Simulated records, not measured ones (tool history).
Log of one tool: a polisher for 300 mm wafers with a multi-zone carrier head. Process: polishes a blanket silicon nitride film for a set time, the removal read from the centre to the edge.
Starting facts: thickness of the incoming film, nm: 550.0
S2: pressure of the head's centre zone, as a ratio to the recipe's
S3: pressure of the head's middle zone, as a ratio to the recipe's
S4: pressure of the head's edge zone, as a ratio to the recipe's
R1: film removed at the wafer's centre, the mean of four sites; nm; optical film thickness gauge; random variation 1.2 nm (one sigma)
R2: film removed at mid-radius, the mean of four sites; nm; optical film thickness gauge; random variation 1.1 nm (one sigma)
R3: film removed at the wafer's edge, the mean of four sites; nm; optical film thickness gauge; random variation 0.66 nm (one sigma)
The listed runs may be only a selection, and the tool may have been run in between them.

Run 1, hour 0: flow of slurry (ml/min) 275, S2 1, S3 1, S4 1, polishing time (s) 30. Result: R1 52.553 nm, R2 50.64 nm, R3 53.084 nm.
Run 2, hour 5.1: flow of slurry (ml/min) 285, S2 1.06, S3 1.04, S4 1, polishing time (s) 32. Result: R1 60.304 nm, R2 57.666 nm, R3 56.899 nm.
Run 3, hour 11.4: flow of slurry (ml/min) 295, S2 1.1, S3 1.05, S4 1.01, polishing time (s) 34. Result: R1 67.179 nm, R2 62.616 nm, R3 59.379 nm.
Run 4, hour 20.2: flow of slurry (ml/min) 295, S2 1.05, S3 1.05, S4 1.01, polishing time (s) 34. Result: R1 63.311 nm, R2 62.159 nm, R3 60.029 nm.
Run 5, hour 25.5: flow of slurry (ml/min) 295, S2 1.05, S3 1.1, S4 1.01, polishing time (s) 34. Result: R1 63.714 nm, R2 65.324 nm, R3 59.948 nm.
Run 6, hour 28: flow of slurry (ml/min) 295, S2 1.05, S3 1.15, S4 1.01, polishing time (s) 34. Result: R1 63.826 nm, R2 67.498 nm, R3 60.291 nm.
Run 7, hour 35: flow of slurry (ml/min) 295, S2 1.09, S3 1.12, S4 1.03, polishing time (s) 35. Result: R1 70.212 nm, R2 67.412 nm, R3 63.284 nm.
Run 8, hour 37.6: flow of slurry (ml/min) 300, S2 1.11, S3 1.14, S4 1.04, polishing time (s) 35. Result: R1 69.318 nm, R2 69.355 nm, R3 63.229 nm.
Run 9, hour 38.3: flow of slurry (ml/min) 295, S2 1.13, S3 1.12, S4 1.04, polishing time (s) 36. Result: R1 73.91 nm, R2 70.455 nm, R3 65.295 nm.
Run 10, hour 41.4: flow of slurry (ml/min) 295, S2 1.15, S3 1.11, S4 1.04, polishing time (s) 37. Result: R1 77.177 nm, R2 73.332 nm, R3 65.867 nm.

Run 11, settings as shown, results not yet in. Your forecast:
Run 11, hour 45.1: flow of slurry (ml/min) 315, S2 1.19, S3 1.03, S4 1.11, polishing time (s) 38. Result: R1 ?, R2 ?, R3 ?.

For run 11 the tool returned R1 80.938 nm, R2 69.471 nm, R3 70.526 nm.

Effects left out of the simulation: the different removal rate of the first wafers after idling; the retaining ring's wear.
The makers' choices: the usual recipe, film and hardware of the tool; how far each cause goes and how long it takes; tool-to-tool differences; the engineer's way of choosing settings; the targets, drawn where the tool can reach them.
